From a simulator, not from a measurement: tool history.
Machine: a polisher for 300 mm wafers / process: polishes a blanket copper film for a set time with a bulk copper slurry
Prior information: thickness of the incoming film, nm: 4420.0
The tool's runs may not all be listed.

run,hour,flow of slurry (ml/min),pressure of the wafer on the pad (psi),speed of the pad under the wafer (m/s),abrasive content of the slurry,polishing time (s),film removed (nm)
1,0,140,2.8,1.42,1,34,408.72
2,8.3,140,2.8,1.42,1,34,405.93
3,12.2,140,2.8,1.42,1,30,362.99
4,18.9,140,2.8,1.42,1,34,408.56
5,22.5,140,3.3,1.42,1,34,483.17
6,25,105,3.3,1.42,1,34,447.79
7,27.4,105,2.9,1.42,1,34,398.18
8,30.4,105,2.9,1.42,1,34,399.1
9,34.9,105,2.6,1.42,1,34,357.64
10,36.3,105,2.4,1.42,1,34,331.09
11,40.1,105,2.2,1.42,1,34,307.04

Run 12 is up next; what results do you expect?
12,44.4,105,2.1,1.42,1,34,?

film removed (nm): 285.75
